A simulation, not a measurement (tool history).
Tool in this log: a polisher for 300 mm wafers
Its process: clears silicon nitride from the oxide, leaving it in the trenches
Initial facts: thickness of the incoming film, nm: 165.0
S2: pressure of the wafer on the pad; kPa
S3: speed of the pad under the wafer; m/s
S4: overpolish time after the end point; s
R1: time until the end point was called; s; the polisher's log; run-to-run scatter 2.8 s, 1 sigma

{"run": 1, "day": 0.0, "flow of slurry (ml/min)": 205, "S2": 22.1, "S3": 1.24, "S4": 40, "R1": 119.64}
{"run": 2, "day": 0.258, "flow of slurry (ml/min)": 205, "S2": 22.1, "S3": 1.24, "S4": 40, "R1": 120.45}
{"run": 3, "day": 0.504, "flow of slurry (ml/min)": 205, "S2": 26.2, "S3": 1.24, "S4": 40, "R1": 100.7}
{"run": 4, "day": 0.55, "flow of slurry (ml/min)": 205, "S2": 26.2, "S3": 0.92, "S4": 40, "R1": 132.76}
{"run": 5, "day": 0.825, "flow of slurry (ml/min)": 205, "S2": 23.4, "S3": 0.9, "S4": 40, "R1": 149.95}
{"run": 6, "day": 0.983, "flow of slurry (ml/min)": 205, "S2": 22.1, "S3": 0.88, "S4": 40, "R1": 164.13}

Run 7 is up next; what results do you expect?
{"run": 7, "day": 1.229, "flow of slurry (ml/min)": 205, "S2": 21.4, "S3": 0.88, "S4": 40, "R1": "?"}

{"run 7": {"R1": 169.66}}

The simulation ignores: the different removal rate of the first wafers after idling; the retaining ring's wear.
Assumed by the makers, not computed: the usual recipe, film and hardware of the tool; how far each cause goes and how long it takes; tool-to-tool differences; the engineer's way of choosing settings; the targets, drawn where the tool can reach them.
